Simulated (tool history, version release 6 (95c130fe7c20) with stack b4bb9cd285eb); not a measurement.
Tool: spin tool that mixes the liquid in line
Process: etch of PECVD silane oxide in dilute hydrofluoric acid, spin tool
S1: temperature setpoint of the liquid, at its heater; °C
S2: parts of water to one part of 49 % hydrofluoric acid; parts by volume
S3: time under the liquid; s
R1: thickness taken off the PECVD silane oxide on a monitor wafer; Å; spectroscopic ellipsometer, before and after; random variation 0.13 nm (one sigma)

| run | day | S1 | S2 | S3 | R1 |
|---|---|---|---|---|---|
| 1 | 0.000 | 25.0 | 75 | 35 | 97.038 |
| 2 | 0.042 | 25.0 | 75 | 35 | 96.805 |
| 3 | 0.229 | 27.0 | 70 | 35 | 112.580 |
| 4 | 0.454 | 27.0 | 90 | 35 | 87.151 |
| 5 | 0.492 | 27.0 | 90 | 35 | 85.538 |
| 6 | 0.675 | 28.5 | 80 | 35 | 103.820 |

Run 7 comes next. What will it give?
| 7 | 0.912 | 29.5 | 75 | 35 | ? |

R1: 116.670 Å

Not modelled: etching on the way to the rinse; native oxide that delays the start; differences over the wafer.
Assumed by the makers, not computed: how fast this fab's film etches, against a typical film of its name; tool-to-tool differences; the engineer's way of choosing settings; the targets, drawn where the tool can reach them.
